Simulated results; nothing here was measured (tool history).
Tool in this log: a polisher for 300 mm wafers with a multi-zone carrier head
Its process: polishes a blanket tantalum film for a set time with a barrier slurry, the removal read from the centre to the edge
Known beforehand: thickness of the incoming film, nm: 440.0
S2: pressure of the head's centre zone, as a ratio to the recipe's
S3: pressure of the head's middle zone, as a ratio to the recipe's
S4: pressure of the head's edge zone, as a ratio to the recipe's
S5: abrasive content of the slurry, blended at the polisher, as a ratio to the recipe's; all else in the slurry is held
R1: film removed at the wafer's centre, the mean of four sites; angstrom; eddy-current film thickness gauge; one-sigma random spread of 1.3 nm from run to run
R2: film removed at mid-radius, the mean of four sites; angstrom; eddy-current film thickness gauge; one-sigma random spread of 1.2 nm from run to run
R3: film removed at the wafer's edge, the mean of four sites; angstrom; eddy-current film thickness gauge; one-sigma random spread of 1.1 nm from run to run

{"run": 1, "hour": 0.0, "flow of slurry (ml/min)": 230, "S2": 1, "S3": 1, "S4": 1, "S5": 1, "polishing time (s)": 68, "R1": 1392.7, "R2": 1359.5, "R3": 1310.4}
{"run": 2, "hour": 8.2, "flow of slurry (ml/min)": 225, "S2": 0.98, "S3": 0.99, "S4": 0.98, "S5": 0.9, "polishing time (s)": 66, "R1": 1287.1, "R2": 1268.2, "R3": 1215.7}
{"run": 3, "hour": 13.3, "flow of slurry (ml/min)": 220, "S2": 0.95, "S3": 0.98, "S4": 0.97, "S5": 0.8, "polishing time (s)": 65, "R1": 1155.8, "R2": 1176, "R3": 1152.6}
{"run": 4, "hour": 16.4, "flow of slurry (ml/min)": 220, "S2": 1.01, "S3": 0.98, "S4": 0.97, "S5": 0.8, "polishing time (s)": 65, "R1": 1208.2, "R2": 1165.2, "R3": 1155}
{"run": 5, "hour": 18.0, "flow of slurry (ml/min)": 220, "S2": 0.99, "S3": 0.98, "S4": 0.95, "S5": 0.75, "polishing time (s)": 64, "R1": 1144.9, "R2": 1127.8, "R3": 1076.7}
{"run": 6, "hour": 19.8, "flow of slurry (ml/min)": 215, "S2": 0.96, "S3": 0.97, "S4": 0.93, "S5": 0.7, "polishing time (s)": 64, "R1": 1083.1, "R2": 1069.7, "R3": 1015.2}
{"run": 7, "hour": 21.6, "flow of slurry (ml/min)": 210, "S2": 0.93, "S3": 0.96, "S4": 0.93, "S5": 0.7, "polishing time (s)": 64, "R1": 1027.7, "R2": 1068.9, "R3": 1024.4}
{"run": 8, "hour": 29.4, "flow of slurry (ml/min)": 205, "S2": 0.92, "S3": 0.95, "S4": 0.92, "S5": 0.7, "polishing time (s)": 64, "R1": 1045.1, "R2": 1055.2, "R3": 1011.9}
{"run": 9, "hour": 32.9, "flow of slurry (ml/min)": 205, "S2": 0.9, "S3": 0.95, "S4": 0.92, "S5": 0.65, "polishing time (s)": 64, "R1": 986.48, "R2": 998.32, "R3": 970.87}

Run 10 comes next. What will it give?
{"run": 10, "hour": 38.9, "flow of slurry (ml/min)": 200, "S2": 0.89, "S3": 0.95, "S4": 0.92, "S5": 0.65, "polishing time (s)": 64, "R1": "?", "R2": "?", "R3": "?"}

R1: 925.31 angstrom
R2: 984.22 angstrom
R3: 953.53 angstrom
